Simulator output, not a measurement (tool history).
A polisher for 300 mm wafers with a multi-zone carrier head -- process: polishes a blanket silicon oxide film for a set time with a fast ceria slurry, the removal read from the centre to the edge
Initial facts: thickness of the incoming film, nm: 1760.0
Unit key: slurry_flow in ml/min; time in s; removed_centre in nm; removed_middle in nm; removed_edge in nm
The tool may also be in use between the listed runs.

run  hour  slurry_flow  centre_zone  middle_zone  edge_zone  time  removed_centre  removed_middle  removed_edge
  1     0          230            1            1          1    26          443.52          448.14        458.74
  2   4.6          230            1         1.09          1    26          442.24           488.5        466.16
  3   6.1          255            1         1.09          1    26          445.18          483.74         463.7
  4  14.2          255            1         1.09          1    28          489.98          521.54        494.58
     21.3  -- worn pad replaced by a new one
  5  21.3          255            1         1.09          1    33          665.93          710.02        663.15
  6    23          255            1         1.04          1    33          650.59          681.31        672.34

Expected results for the next run?
  7  30.7          240         1.04         0.95        0.9    26               ?               ?             ?

Run 7 produced removed_centre 527.56 nm, removed_middle 499.98 nm, removed_edge 495.79 nm.
